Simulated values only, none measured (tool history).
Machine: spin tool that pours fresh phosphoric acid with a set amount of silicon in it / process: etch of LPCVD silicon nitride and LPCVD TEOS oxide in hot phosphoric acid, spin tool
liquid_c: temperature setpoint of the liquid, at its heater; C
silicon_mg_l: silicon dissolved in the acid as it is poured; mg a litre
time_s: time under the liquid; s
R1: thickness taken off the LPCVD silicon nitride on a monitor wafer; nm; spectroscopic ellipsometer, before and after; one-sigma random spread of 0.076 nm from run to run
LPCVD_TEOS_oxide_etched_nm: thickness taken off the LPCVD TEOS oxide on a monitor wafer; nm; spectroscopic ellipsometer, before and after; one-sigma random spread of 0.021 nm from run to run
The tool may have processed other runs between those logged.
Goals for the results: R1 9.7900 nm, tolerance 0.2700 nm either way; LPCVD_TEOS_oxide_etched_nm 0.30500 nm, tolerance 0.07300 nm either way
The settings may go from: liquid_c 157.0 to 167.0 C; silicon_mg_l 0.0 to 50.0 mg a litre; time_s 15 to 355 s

{"run": 1, "hour": 0.0, "liquid_c": 162.0, "silicon_mg_l": 27.0, "time_s": 180, "R1": 17.066, "LPCVD_TEOS_oxide_etched_nm": 0.33448}
{"run": 2, "hour": 6.8, "liquid_c": 161.0, "silicon_mg_l": 23.0, "time_s": 160, "R1": 14.547, "LPCVD_TEOS_oxide_etched_nm": 0.35428}
{"run": 3, "hour": 10.9, "liquid_c": 160.0, "silicon_mg_l": 22.0, "time_s": 150, "R1": 13.208, "LPCVD_TEOS_oxide_etched_nm": 0.25611}
{"run": 4, "hour": 15.3, "liquid_c": 159.5, "silicon_mg_l": 17.5, "time_s": 140, "R1": 12.143, "LPCVD_TEOS_oxide_etched_nm": 0.29318}
{"run": 5, "hour": 21.8, "liquid_c": 159.0, "silicon_mg_l": 15.0, "time_s": 135, "R1": 11.477, "LPCVD_TEOS_oxide_etched_nm": 0.31887}
{"run": 6, "hour": 28.5, "liquid_c": 159.0, "silicon_mg_l": 15.0, "time_s": 195, "R1": 16.404, "LPCVD_TEOS_oxide_etched_nm": 0.47394}
{"run": 7, "hour": 30.2, "liquid_c": 158.5, "silicon_mg_l": 13.5, "time_s": 175, "R1": 14.561, "LPCVD_TEOS_oxide_etched_nm": 0.37899}
{"run": 8, "hour": 34.2, "liquid_c": 158.0, "silicon_mg_l": 12.0, "time_s": 160, "R1": 13.283, "LPCVD_TEOS_oxide_etched_nm": 0.37794}
{"run": 9, "hour": 35.1, "liquid_c": 158.0, "silicon_mg_l": 11.0, "time_s": 150, "R1": 12.322, "LPCVD_TEOS_oxide_etched_nm": 0.35839}
{"run": 10, "hour": 43.0, "liquid_c": 157.0, "silicon_mg_l": 7.5, "time_s": 110, "R1": 8.7414, "LPCVD_TEOS_oxide_etched_nm": 0.24753}
{"run": 11, "hour": 47.1, "liquid_c": 157.5, "silicon_mg_l": 8.0, "time_s": 110, "R1": 8.898, "LPCVD_TEOS_oxide_etched_nm": 0.21384}
{"run": 12, "hour": 51.8, "liquid_c": 158.0, "silicon_mg_l": 6.5, "time_s": 110, "R1": 8.9599, "LPCVD_TEOS_oxide_etched_nm": 0.24825}
{"run": 13, "hour": 55.8, "liquid_c": 158.5, "silicon_mg_l": 6.0, "time_s": 110, "R1": 9.2776, "LPCVD_TEOS_oxide_etched_nm": 0.28964}
{"run": 14, "hour": 62.4, "liquid_c": 159.0, "silicon_mg_l": 6.5, "time_s": 110, "R1": 9.3195, "LPCVD_TEOS_oxide_etched_nm": 0.30581}
{"run": 15, "hour": 68.7, "liquid_c": 159.0, "silicon_mg_l": 7.5, "time_s": 110, "R1": 9.4565, "LPCVD_TEOS_oxide_etched_nm": 0.26191}
{"run": 16, "hour": 73.2, "liquid_c": 159.0, "silicon_mg_l": 6.5, "time_s": 110, "R1": 9.4127, "LPCVD_TEOS_oxide_etched_nm": 0.27185}

Pick the move, out of 4, that brings all results within their allowed miss; only one does.
{"run": "A", "hour": 77.7, "liquid_c": 159.0, "silicon_mg_l": 5.5, "time_s": 105, "R1": "?", "LPCVD_TEOS_oxide_etched_nm": "?"}
{"run": "B", "hour": 77.7, "liquid_c": 158.5, "silicon_mg_l": 26.0, "time_s": 115, "R1": "?", "LPCVD_TEOS_oxide_etched_nm": "?"}
{"run": "C", "hour": 77.7, "liquid_c": 160.0, "silicon_mg_l": 11.0, "time_s": 100, "R1": "?", "LPCVD_TEOS_oxide_etched_nm": "?"}
{"run": "D", "hour": 77.7, "liquid_c": 159.0, "silicon_mg_l": 7.0, "time_s": 115, "R1": "?", "LPCVD_TEOS_oxide_etched_nm": "?"}

move=A R1=8.9258 LPCVD_TEOS_oxide_etched_nm=0.33601
move=B R1=9.6122 LPCVD_TEOS_oxide_etched_nm=0.20771
move=C R1=8.7918 LPCVD_TEOS_oxide_etched_nm=0.30638
move=D R1=9.7759 LPCVD_TEOS_oxide_etched_nm=0.35686
A: misses by more than the last run did
B: puts the biggest miss on target and leaves a different result outside tolerance
C: misses by more than the last run did
D: meets every target
The move that meets every target is D.
